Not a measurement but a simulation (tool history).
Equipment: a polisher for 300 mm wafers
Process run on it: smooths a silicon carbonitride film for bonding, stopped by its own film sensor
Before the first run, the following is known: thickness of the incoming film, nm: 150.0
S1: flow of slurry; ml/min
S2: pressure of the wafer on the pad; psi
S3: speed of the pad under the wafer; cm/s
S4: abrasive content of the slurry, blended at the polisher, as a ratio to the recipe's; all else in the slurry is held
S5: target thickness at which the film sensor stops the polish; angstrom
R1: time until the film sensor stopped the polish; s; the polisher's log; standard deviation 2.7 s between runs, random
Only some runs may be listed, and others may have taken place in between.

run 1 hour=0 | S1=300 S2=1.8 S3=86 S4=1 S5=1290 | R1=121.18
run 2 hour=3 | S1=300 S2=1.7 S3=84 S4=1 S5=1290 | R1=127.04
run 3 hour=11.4 | S1=300 S2=1.7 S3=84 S4=1 S5=1290 | R1=125.47
run 4 hour=12.1 | S1=300 S2=1.7 S3=84 S4=0.85 S5=1290 | R1=143.86
run 5 hour=15.4 | S1=300 S2=1.7 S3=84 S4=1.05 S5=1290 | R1=122.58
run 6 hour=22.4 | S1=300 S2=1.7 S3=84 S4=0.9 S5=1290 | R1=137.47
run 7 hour=25.3 | S1=300 S2=1.6 S3=84 S4=0.9 S5=1290 | R1=143.82

Run 8, settings as shown, results not yet in. Your forecast:
run 8 hour=26.3 | S1=300 S2=1.4 S3=82 S4=0.9 S5=1290 | R1=?

Run 8 yielded R1 174.35 s.
